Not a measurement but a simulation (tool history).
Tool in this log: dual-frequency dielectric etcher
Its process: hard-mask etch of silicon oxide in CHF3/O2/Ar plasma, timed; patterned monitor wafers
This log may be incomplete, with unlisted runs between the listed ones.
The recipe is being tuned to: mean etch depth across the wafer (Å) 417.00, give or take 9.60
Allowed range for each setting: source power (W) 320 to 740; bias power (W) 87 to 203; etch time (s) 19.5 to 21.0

run    day  source power (W)  bias power (W)  etch time (s)  mean etch depth across the wafer (Å)
  1  0.000               530             145           21.0                                373.89
  2  0.133               540             146           21.0                                379.50
  3  0.233               540             146           19.5                                355.57
  4  0.604               460             146           19.5                                327.70
  5  0.721               520             146           19.5                                349.17
  6  1.042               540             147           19.5                                353.61
  7  1.146               560             148           19.5                                360.65
  8  1.208               570             149           19.5                                363.96
  9  1.383               670             166           20.0                                399.00
 10  1.412               670             167           20.0                                405.24

Consider the 5 candidate settings below. Which is the only one whose results all fall within their allowed miss of target?
  A  1.442               720             173           20.5                                     ?
  B  1.442               570             173           20.5                                     ?
  C  1.442               690             186           20.5                                     ?
  D  1.442               670             162           20.5                                     ?
  E  1.442               660             169           19.5                                     ?

move  mean etch depth across the wafer (Å)
   A                                432.25
   B                                395.33
   C                                434.35
   D                                412.65
   E                                395.01
A: carries the result that was furthest off beyond its target, to the other side
B: its largest miss is bigger than the last run's
C: carries the result that was furthest off beyond its target, to the other side
D: hits every target within its allowed miss
E: its largest miss is bigger than the last run's
The move that meets every target is D.

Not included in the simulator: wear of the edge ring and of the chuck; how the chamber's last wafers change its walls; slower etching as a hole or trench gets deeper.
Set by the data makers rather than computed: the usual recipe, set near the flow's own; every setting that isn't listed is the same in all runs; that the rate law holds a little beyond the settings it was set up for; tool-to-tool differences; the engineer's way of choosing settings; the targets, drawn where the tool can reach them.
